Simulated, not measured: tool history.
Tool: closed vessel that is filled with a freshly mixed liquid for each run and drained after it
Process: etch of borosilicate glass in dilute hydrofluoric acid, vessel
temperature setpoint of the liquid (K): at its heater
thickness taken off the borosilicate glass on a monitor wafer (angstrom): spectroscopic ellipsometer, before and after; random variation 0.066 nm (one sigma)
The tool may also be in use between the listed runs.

run    day  temperature setpoint of the liquid (K)  parts of water to one part of 49 % hydrofluoric acid (parts by volume)  time in the liquid (s)  thickness taken off the borosilicate glass on a monitor wafer (angstrom)
  1      0                                  294.15                                                                     205                      45                                                                    33.567
  2  0.083                                  295.15                                                                     190                      45                                                                    38.011
  3  0.346                                  296.15                                                                     180                      45                                                                    42.338
  4  0.712                                  296.15                                                                     225                      45                                                                    32.138
  5  0.825                                  297.15                                                                     210                      45                                                                     37.03
  6  0.929                                  298.15                                                                     200                      45                                                                     40.82
  7    1.3                                  298.65                                                                     190                      45                                                                    44.124
  8  1.654                                  299.15                                                                     180                      45                                                                    47.252
  9  1.846                                  299.65                                                                     170                      45                                                                    51.425

Forecast run 10:
 10  2.162                                  302.15                                                                     130                      45                                                                         ?

{"run 10": {"thickness taken off the borosilicate glass on a monitor wafer (angstrom)": 77.547}}
